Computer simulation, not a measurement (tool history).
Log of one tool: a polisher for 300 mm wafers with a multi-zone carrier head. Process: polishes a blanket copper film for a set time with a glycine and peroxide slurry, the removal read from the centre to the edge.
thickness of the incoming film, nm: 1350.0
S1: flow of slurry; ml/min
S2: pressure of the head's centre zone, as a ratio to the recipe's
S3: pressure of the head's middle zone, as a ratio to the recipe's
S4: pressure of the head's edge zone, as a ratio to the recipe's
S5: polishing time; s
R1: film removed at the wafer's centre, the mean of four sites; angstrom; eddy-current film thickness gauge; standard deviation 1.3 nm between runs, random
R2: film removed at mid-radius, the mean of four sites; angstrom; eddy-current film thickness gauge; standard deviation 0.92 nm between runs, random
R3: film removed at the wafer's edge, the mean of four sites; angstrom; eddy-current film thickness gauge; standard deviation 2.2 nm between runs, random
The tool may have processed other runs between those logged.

run 1 day=0.000 | S1=215 S2=1.00 S3=1.00 S4=1.00 S5=50 | R1=1941.9 R2=1885.3 R3=1876.8
run 2 day=0.288 | S1=265 S2=1.00 S3=1.00 S4=1.00 S5=50 | R1=1995.3 R2=1936.0 R3=1903.4
run 3 day=0.646 | S1=265 S2=1.05 S3=1.00 S4=1.00 S5=50 | R1=2042.2 R2=1934.9 R3=1970.0
run 4 day=0.854 | S1=260 S2=1.01 S3=0.99 S4=1.01 S5=48 | R1=1890.9 R2=1841.3 R3=1852.9
run 5 day=0.900 | S1=255 S2=0.98 S3=0.97 S4=1.00 S5=47 | R1=1812.3 R2=1759.6 R3=1768.9
run 6 day=1.142 | S1=255 S2=0.98 S3=0.97 S4=1.00 S5=57 | R1=2251.4 R2=2167.4 R3=2148.0
run 7 day=1.400 | S1=250 S2=0.95 S3=0.96 S4=0.99 S5=54 | R1=2082.6 R2=2013.5 R3=2014.6
run 8 day=1.550 | S1=245 S2=0.93 S3=0.95 S4=0.98 S5=51 | R1=1912.3 R2=1885.6 R3=1878.9
run 9 day=1.608 | S1=240 S2=0.91 S3=0.94 S4=0.97 S5=49 | R1=1795.8 R2=1803.8 R3=1820.5
run 10 day=1.829 | S1=240 S2=0.90 S3=0.93 S4=0.94 S5=47 | R1=1705.3 R2=1727.5 R3=1681.2
run 11 day=2.158 | S1=235 S2=0.88 S3=0.91 S4=0.93 S5=46 | R1=1647.7 R2=1628.5 R3=1704.1
run 12 day=2.196 | S1=235 S2=0.88 S3=0.91 S4=0.91 S5=45 | R1=1644.8 R2=1595.7 R3=1629.9
run 13 day=2.233 | S1=230 S2=0.87 S3=0.91 S4=0.90 S5=44 | R1=1563.1 R2=1576.4 R3=1545.5

Estimate the outcome of run 14 from the log above:
run 14 day=2.262 | S1=220 S2=0.86 S3=0.90 S4=0.89 S5=44 | R1=? R2=? R3=?

R1: 1519.7 angstrom
R2: 1545.2 angstrom
R3: 1536.3 angstrom

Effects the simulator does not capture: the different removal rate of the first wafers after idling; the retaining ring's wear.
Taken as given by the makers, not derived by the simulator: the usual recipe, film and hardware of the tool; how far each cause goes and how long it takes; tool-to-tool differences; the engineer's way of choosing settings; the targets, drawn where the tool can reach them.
